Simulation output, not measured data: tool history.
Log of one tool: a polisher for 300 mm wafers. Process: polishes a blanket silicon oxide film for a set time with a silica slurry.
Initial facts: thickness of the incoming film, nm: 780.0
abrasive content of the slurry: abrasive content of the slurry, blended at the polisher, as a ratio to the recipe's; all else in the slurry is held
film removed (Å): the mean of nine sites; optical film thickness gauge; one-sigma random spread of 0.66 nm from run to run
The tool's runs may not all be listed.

run    day  flow of slurry (ml/min)  pressure of the wafer on the pad (psi)  speed of the pad under the wafer (m/s)  abrasive content of the slurry  polishing time (s)  film removed (Å)
  1      0                      130                                       3                                    0.92                               1                 106            1797.7
  2  0.375                      130                                       3                                    0.92                               1                 111            1878.6
  3  0.612                      125                                     2.8                                     0.9                               1                 111            1744.3
  4  0.783                      125                                     3.5                                     0.9                               1                 111            2141.4
  5  0.962                      100                                     3.5                                     0.9                               1                 111            2035.9
  6  1.196                      100                                     3.5                                     0.9                            1.15                 111            2130.4
  7  1.425                      100                                     3.3                                    0.88                            1.15                 111            1963.9
  8  1.704                      100                                     3.3                                    0.88                            1.15                 111            1935.1
  9  2.017                      100                                     3.1                                    0.86                            1.15                 111            1822.7
 10  2.221                      100                                     2.9                                    0.84                            1.15                 111            1662.5
 11   2.55                      100                                     2.7                                    0.82                            1.15                 111            1513.5
 12  2.917                      100                                     2.5                                    0.82                            1.15                 111            1417.7

Predict the results of run 13:
 13  3.238                      100                                     2.4                                    0.82                            1.15                 111                 ?

film removed (Å): 1362.3
